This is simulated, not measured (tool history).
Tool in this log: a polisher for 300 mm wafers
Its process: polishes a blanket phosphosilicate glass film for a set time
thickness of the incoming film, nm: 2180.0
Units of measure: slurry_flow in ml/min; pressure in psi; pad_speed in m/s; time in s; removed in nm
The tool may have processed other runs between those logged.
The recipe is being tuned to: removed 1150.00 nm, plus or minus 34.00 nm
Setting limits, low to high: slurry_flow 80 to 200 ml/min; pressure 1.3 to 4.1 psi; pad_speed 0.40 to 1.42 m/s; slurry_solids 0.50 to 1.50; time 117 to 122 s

run    day  slurry_flow  pressure  pad_speed  slurry_solids  time  removed
  1  0.000          130       2.7       0.90           1.00   117   789.32
  2  0.146          140       2.9       0.90           1.00   117   841.87
  3  0.308          140       3.1       0.90           1.00   117   909.67
  4  0.658          140       3.3       0.90           1.00   117   957.89
  5  0.979          140       3.3       0.90           0.85   117   896.78
  6  1.088          145       3.5       0.90           0.85   117   955.75
  7  1.175          150       3.6       0.90           0.85   117   982.01
  8  1.288          150       3.7       0.90           0.85   117  1011.70
  9  1.396          150       3.8       0.90           0.85   117  1051.00
 10  1.650          150       3.9       0.90           0.85   117  1067.90
 11  1.983          155       4.0       0.90           0.85   117  1088.80

Of the 4 settings listed for the next run, only one would bring every result within its allowed miss of target. Which one?
  A  2.317          145       4.1       1.08           0.75   122        ?
  B  2.317          165       3.9       0.88           0.85   118        ?
  C  2.317          175       4.1       0.76           0.90   118        ?
  D  2.317          160       4.1       0.88           0.85   120        ?

move  removed
   A  1251.70
   B  1082.40
   C  1071.90
   D  1151.20
A: takes the result that was furthest off past its target
B: lands further from the targets than the last run did
C: lands further from the targets than the last run did
D: meets every target
The right move is D.

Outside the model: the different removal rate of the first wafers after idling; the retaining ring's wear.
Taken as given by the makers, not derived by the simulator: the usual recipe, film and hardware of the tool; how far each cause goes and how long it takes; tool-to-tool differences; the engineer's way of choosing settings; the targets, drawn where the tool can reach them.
